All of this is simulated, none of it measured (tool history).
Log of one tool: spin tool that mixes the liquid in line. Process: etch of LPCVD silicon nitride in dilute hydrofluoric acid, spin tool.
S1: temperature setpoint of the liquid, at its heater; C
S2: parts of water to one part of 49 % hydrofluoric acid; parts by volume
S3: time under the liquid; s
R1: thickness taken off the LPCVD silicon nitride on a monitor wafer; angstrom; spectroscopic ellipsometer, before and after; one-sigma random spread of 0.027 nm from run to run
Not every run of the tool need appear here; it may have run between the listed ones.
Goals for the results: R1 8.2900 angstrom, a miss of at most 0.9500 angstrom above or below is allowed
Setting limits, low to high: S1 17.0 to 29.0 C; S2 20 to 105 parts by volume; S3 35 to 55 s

{"run": 1, "hour": 0.0, "S1": 21.0, "S2": 55, "S3": 55, "R1": 3.4177}
{"run": 2, "hour": 7.7, "S1": 21.0, "S2": 55, "S3": 35, "R1": 2.2508}
{"run": 3, "hour": 10.1, "S1": 21.0, "S2": 55, "S3": 55, "R1": 3.345}
{"run": 4, "hour": 12.6, "S1": 22.0, "S2": 50, "S3": 55, "R1": 3.923}
{"run": 5, "hour": 21.4, "S1": 23.0, "S2": 50, "S3": 55, "R1": 4.3807}
{"run": 6, "hour": 24.6, "S1": 23.0, "S2": 65, "S3": 55, "R1": 3.4043}
{"run": 7, "hour": 33.0, "S1": 24.0, "S2": 65, "S3": 55, "R1": 3.6366}
{"run": 8, "hour": 33.7, "S1": 24.5, "S2": 60, "S3": 55, "R1": 3.7702}
{"run": 9, "hour": 40.2, "S1": 25.0, "S2": 55, "S3": 55, "R1": 4.1962}
{"run": 10, "hour": 48.4, "S1": 29.0, "S2": 30, "S3": 55, "R1": 10.448}
{"run": 11, "hour": 57.3, "S1": 28.5, "S2": 30, "S3": 55, "R1": 9.8642}
{"run": 12, "hour": 64.5, "S1": 27.5, "S2": 30, "S3": 55, "R1": 9.2649}
{"run": 13, "hour": 65.7, "S1": 27.0, "S2": 30, "S3": 55, "R1": 9.5448}

Which of these 4 next moves meets every target?
{"run": "A", "hour": 66.9, "S1": 26.0, "S2": 30, "S3": 50, "R1": "?"}
{"run": "B", "hour": 66.9, "S1": 28.0, "S2": 45, "S3": 50, "R1": "?"}
{"run": "C", "hour": 66.9, "S1": 28.0, "S2": 30, "S3": 55, "R1": "?"}
{"run": "D", "hour": 66.9, "S1": 27.0, "S2": 35, "S3": 40, "R1": "?"}

move=A R1=7.7743
move=B R1=5.9768
move=C R1=9.7719
move=D R1=5.7242
A: all results land within tolerance of their targets
B: the result that was furthest off in the last run now lies on the other side of its target
C: lands further from the targets than the last run did
D: the result that was furthest off in the last run now lies on the other side of its target
Move A is the one to make.

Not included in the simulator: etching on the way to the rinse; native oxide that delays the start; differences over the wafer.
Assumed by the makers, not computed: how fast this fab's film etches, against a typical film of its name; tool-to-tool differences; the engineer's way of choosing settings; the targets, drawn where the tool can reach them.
